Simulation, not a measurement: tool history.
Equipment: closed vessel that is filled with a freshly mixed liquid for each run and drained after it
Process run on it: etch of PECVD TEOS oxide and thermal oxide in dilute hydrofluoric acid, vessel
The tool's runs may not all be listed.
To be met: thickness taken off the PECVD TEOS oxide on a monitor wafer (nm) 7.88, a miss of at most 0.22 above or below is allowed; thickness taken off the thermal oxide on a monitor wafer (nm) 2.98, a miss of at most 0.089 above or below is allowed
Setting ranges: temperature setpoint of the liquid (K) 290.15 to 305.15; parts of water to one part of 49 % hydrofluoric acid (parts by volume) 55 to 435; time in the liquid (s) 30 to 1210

run  hour  temperature setpoint of the liquid (K)  parts of water to one part of 49 % hydrofluoric acid (parts by volume)  time in the liquid (s)  thickness taken off the PECVD TEOS oxide on a monitor wafer (nm)  thickness taken off the thermal oxide on a monitor wafer (nm)
  1     0                                  297.15                                                                     245                     620                                                            26.993                                                         10.133
  2   4.3                                  295.65                                                                     295                     620                                                            20.286                                                         7.6364
  3  11.7                                  294.15                                                                     330                     605                                                            16.193                                                         6.1244
  4  12.6                                  293.15                                                                     355                     585                                                            13.802                                                         5.2115
  5  17.4                                  293.15                                                                     355                     715                                                            16.776                                                          6.455
  6  25.5                                  290.15                                                                     355                     715                                                            15.127                                                         5.6656
  7  28.9                                  290.15                                                                     375                     670                                                            13.159                                                         4.9853
  8    32                                  290.15                                                                     390                     630                                                            11.731                                                         4.5057
  9  39.1                                  290.15                                                                     400                     585                                                            10.565                                                         4.0162
 10  39.8                                  290.15                                                                     410                     555                                                             9.711                                                         3.6912
 11  44.3                                  290.15                                                                     415                     535                                                            9.2328                                                         3.4602
 12  51.2                                  290.15                                                                     420                     525                                                            8.9343                                                         3.3918
 13  54.2                                  290.15                                                                     425                     515                                                            8.6124                                                         3.2702
 14  55.1                                  290.15                                                                     425                     505                                                            8.4691                                                         3.1925
 15  63.6                                  290.15                                                                     430                     500                                                            8.2072                                                         3.1456
 16  72.4                                  290.15                                                                     430                     495                                                            8.1067                                                         3.1034

Exactly one of the 4 candidate moves below puts every result within its allowed miss. Which one?
  A  81.2                                  290.65                                                                     385                     435                                                                 ?                                                              ?
  B  81.2                                  290.15                                                                     420                     500                                                                 ?                                                              ?
  C  81.2                                  291.65                                                                     420                     475                                                                 ?                                                              ?
  D  81.2                                  290.15                                                                     435                     485                                                                 ?                                                              ?

move  thickness taken off the PECVD TEOS oxide on a monitor wafer (nm)  thickness taken off the thermal oxide on a monitor wafer (nm)
   A                                                            8.4328                                                         3.2047
   B                                                            8.4922                                                         3.2273
   C                                                            8.5079                                                         3.2332
   D                                                             7.863                                                         2.9882
A: misses by more than the last run did
B: misses by more than the last run did
C: misses by more than the last run did
D: each result inside its tolerance
So the answer is move D, the one that meets all the targets.
